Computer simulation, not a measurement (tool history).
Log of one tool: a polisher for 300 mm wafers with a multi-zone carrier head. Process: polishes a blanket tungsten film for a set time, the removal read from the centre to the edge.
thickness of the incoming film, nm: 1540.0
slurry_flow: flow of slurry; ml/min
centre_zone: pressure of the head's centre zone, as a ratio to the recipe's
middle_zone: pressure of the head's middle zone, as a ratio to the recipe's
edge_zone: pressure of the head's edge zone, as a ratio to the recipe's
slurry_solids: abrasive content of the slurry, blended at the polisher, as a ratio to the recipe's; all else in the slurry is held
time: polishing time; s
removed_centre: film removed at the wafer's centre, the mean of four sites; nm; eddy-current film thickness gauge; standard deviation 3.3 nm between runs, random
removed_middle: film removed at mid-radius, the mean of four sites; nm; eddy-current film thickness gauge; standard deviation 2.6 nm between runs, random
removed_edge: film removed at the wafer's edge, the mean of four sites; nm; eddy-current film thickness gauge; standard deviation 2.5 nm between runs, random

run	day	slurry_flow	centre_zone	middle_zone	edge_zone	slurry_solids	time	removed_centre	removed_middle	removed_edge
1	0	225	1	1	1	1	64	399.85	403.52	419.75
2	0.154	225	1	1	1	1.1	64	408.09	416.86	413.17
3	0.475	220	0.97	0.99	0.98	1	58	359.15	363.29	370.31
4	0.667	220	0.91	0.99	0.98	1	58	343.22	359.96	375.86
5	0.854	210	0.88	1	0.97	0.9	54	302.3	334.07	334.66
6	1.088	200	0.86	0.98	0.98	0.8	52	271.57	306.23	322.19

Forecast run 7:
7	1.129	195	0.85	0.96	0.96	0.7	52	?	?	?

{"run 7": {"removed_centre": 267.63, "removed_middle": 298.71, "removed_edge": 313.73}}
